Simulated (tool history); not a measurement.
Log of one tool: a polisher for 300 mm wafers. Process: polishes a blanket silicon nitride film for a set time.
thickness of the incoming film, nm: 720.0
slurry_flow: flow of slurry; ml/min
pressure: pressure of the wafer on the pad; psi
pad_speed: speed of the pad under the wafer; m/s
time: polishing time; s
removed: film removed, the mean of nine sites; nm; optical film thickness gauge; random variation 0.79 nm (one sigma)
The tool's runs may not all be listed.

| run | day | slurry_flow | pressure | pad_speed | time | removed |
|---|---|---|---|---|---|---|
| 1 | 0.000 | 200 | 3.1 | 1.38 | 37 | 58.961 |
| 2 | 0.054 | 205 | 3.3 | 1.38 | 37 | 62.786 |
| 3 | 0.162 | 240 | 3.3 | 1.38 | 37 | 63.945 |
| 4 | 0.429 | 240 | 3.3 | 1.56 | 37 | 67.836 |
| 5 | 0.700 | 240 | 3.4 | 1.56 | 37 | 71.046 |
| 6 | 1.062 | 260 | 3.4 | 1.56 | 37 | 70.107 |
| 7 | 1.317 | 260 | 3.5 | 1.56 | 37 | 71.655 |
| 8 | 1.425 | 260 | 3.5 | 1.56 | 37 | 71.690 |
| 9 | 1.662 | 260 | 3.6 | 1.56 | 37 | 73.282 |
| 10 | 1.708 | 260 | 3.7 | 1.56 | 37 | 75.061 |

Run 11 comes next. What will it give?
| 11 | 1.762 | 260 | 3.8 | 1.56 | 37 | ? |

{"run 11": {"removed": 78.094}}
